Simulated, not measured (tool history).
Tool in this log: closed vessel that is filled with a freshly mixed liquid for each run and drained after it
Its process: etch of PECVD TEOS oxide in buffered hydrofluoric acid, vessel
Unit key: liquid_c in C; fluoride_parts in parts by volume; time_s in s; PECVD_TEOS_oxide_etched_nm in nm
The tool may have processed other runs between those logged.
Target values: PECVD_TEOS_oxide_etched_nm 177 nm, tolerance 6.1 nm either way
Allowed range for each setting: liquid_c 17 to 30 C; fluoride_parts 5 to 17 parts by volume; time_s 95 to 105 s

| run | day | liquid_c | fluoride_parts | time_s | PECVD_TEOS_oxide_etched_nm |
|---|---|---|---|---|---|
| 1 | 0 | 22 | 10.5 | 95 | 128.62 |
| 2 | 0.158 | 22 | 10.5 | 105 | 142.46 |
| 3 | 0.258 | 23 | 10.5 | 105 | 152.13 |
| 4 | 0.408 | 23 | 10.5 | 95 | 135.63 |
| 5 | 0.771 | 24 | 10.5 | 95 | 143.1 |
| 6 | 0.879 | 24 | 10.5 | 95 | 144.65 |
| 7 | 0.983 | 25 | 10.5 | 95 | 150.19 |
| 8 | 1.188 | 25.5 | 10.5 | 95 | 155.96 |
| 9 | 1.521 | 26 | 10.5 | 95 | 158.47 |
| 10 | 1.712 | 26.5 | 10.5 | 95 | 162.22 |
| 11 | 1.825 | 27 | 10.5 | 95 | 168.93 |

Next run, 5 choices. One meets every target within its allowed miss, the rest don't. Which?
| A | 1.938 | 28 | 10.5 | 100 | ? |
| B | 1.938 | 28.5 | 11 | 95 | ? |
| C | 1.938 | 27 | 9.5 | 100 | ? |
| D | 1.938 | 27.5 | 9.5 | 95 | ? |
| E | 1.938 | 27 | 10 | 105 | ? |

| move | PECVD_TEOS_oxide_etched_nm |
|---|---|
| A | 185.5 |
| B | 172.95 |
| C | 190.46 |
| D | 185.83 |
| E | 193.64 |
A: the result that was furthest off in the last run now lies on the other side of its target
B: all results in spec
C: the result that was furthest off in the last run now lies on the other side of its target
D: the result that was furthest off in the last run now lies on the other side of its target
E: the result that was furthest off in the last run now lies on the other side of its target
Correct choice: B, which meets every target
